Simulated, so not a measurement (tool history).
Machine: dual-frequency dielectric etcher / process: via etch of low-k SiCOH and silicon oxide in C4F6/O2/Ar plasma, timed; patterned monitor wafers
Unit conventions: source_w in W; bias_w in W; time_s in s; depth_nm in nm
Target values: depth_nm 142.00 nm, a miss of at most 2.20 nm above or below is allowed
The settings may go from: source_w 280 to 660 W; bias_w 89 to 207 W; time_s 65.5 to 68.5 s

run  hour  source_w  bias_w  time_s  depth_nm
  1   0.0       470     148    65.5    156.16
  2   6.5       500     148    65.5    159.69
  3  10.0       500     148    68.5    167.42
  4  18.2       460     144    68.5    159.75
  5  25.0       460     144    68.5    159.83
  6  33.9       460     144    65.5    153.79
  7  41.0       440     143    65.5    149.61
  8  42.6       430     143    65.5    148.83
  9  45.6       420     143    65.5    146.83
 10  46.8       410     143    65.5    145.93

Which one of the following 5 next-run settings gets every result inside its allowed miss? There is exactly one.
  A  48.0       410     151    67.0         ?
  B  48.0       420     156    65.5         ?
  C  48.0       350     142    68.5         ?
  D  48.0       470     128    67.5         ?
  E  48.0       470     137    65.5         ?

move  depth_nm
   A    151.75
   B    151.61
   C    141.94
   D    152.88
   E    151.88
A: its largest miss is bigger than the last run's
B: its largest miss is bigger than the last run's
C: hits every target within its allowed miss
D: its largest miss is bigger than the last run's
E: its largest miss is bigger than the last run's
The right move is C.
